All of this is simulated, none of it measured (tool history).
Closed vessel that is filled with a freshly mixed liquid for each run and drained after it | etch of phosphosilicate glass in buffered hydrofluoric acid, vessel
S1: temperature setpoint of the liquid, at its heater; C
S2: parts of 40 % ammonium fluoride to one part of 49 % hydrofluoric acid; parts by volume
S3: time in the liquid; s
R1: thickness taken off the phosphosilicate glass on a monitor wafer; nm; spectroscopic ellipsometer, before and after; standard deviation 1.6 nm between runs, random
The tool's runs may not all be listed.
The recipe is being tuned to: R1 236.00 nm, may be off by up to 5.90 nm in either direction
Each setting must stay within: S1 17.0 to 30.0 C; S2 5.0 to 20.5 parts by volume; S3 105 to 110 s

{"run": 1, "day": 0.0, "S1": 22.0, "S2": 12.5, "S3": 105, "R1": 335.68}
{"run": 2, "day": 0.233, "S1": 22.0, "S2": 12.5, "S3": 110, "R1": 351.07}
{"run": 3, "day": 0.283, "S1": 21.0, "S2": 13.0, "S3": 110, "R1": 318.62}
{"run": 4, "day": 0.367, "S1": 21.0, "S2": 9.5, "S3": 110, "R1": 428.62}
{"run": 5, "day": 0.6, "S1": 21.0, "S2": 8.0, "S3": 110, "R1": 509.62}
{"run": 6, "day": 0.971, "S1": 20.0, "S2": 9.0, "S3": 110, "R1": 417.77}
{"run": 7, "day": 1.346, "S1": 19.5, "S2": 10.0, "S3": 110, "R1": 381.12}
{"run": 8, "day": 1.617, "S1": 19.0, "S2": 11.0, "S3": 110, "R1": 335.38}
{"run": 9, "day": 1.933, "S1": 18.5, "S2": 11.5, "S3": 110, "R1": 314.08}
{"run": 10, "day": 2.075, "S1": 18.0, "S2": 12.0, "S3": 110, "R1": 294.4}
{"run": 11, "day": 2.138, "S1": 17.0, "S2": 14.5, "S3": 110, "R1": 228.66}
{"run": 12, "day": 2.354, "S1": 17.0, "S2": 14.5, "S3": 110, "R1": 227.24}

Exactly one of the 4 candidate moves below puts every result within its allowed miss. Which one?
{"run": "A", "day": 2.571, "S1": 19.5, "S2": 14.5, "S3": 105, "R1": "?"}
{"run": "B", "day": 2.571, "S1": 17.0, "S2": 13.5, "S3": 105, "R1": "?"}
{"run": "C", "day": 2.571, "S1": 17.0, "S2": 13.0, "S3": 110, "R1": "?"}
{"run": "D", "day": 2.571, "S1": 17.0, "S2": 13.5, "S3": 110, "R1": "?"}

move=A R1=252.71
move=B R1=235.26
move=C R1=255.76
move=D R1=246.46
A: pushes the last run's worst result past its target
B: meets every target
C: pushes the last run's worst result past its target
D: pushes the last run's worst result past its target
Correct choice: B, which meets every target
